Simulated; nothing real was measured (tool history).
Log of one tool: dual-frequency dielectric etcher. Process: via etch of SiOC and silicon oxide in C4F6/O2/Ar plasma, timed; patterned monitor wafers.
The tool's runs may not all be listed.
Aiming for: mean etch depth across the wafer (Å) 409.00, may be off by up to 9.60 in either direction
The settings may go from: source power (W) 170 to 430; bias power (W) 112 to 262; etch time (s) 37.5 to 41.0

run	hour	source power (W)	bias power (W)	etch time (s)	mean etch depth across the wafer (Å)
1	0.0	300	187	41.0	473.68
2	6.8	260	187	41.0	438.62
3	14.5	260	173	41.0	418.71
4	22.4	260	173	41.0	421.32
5	24.7	260	190	41.0	442.62
6	31.0	260	211	41.0	453.96
7	33.9	250	210	41.0	445.99
8	37.9	230	208	41.0	426.39

Below are 4 possible settings for the next run. Only one of them brings all results inside the allowed miss of their targets. Which is it?
A	41.9	240	225	40.5	?
B	41.9	220	254	37.5	?
C	41.9	250	208	40.0	?
D	41.9	300	194	38.5	?

move	mean etch depth across the wafer (Å)
A	443.33
B	408.98
C	435.51
D	448.59
A: the biggest miss grows against the last run
B: every result lands within tolerance
C: the biggest miss grows against the last run
D: the biggest miss grows against the last run
The right move is B.
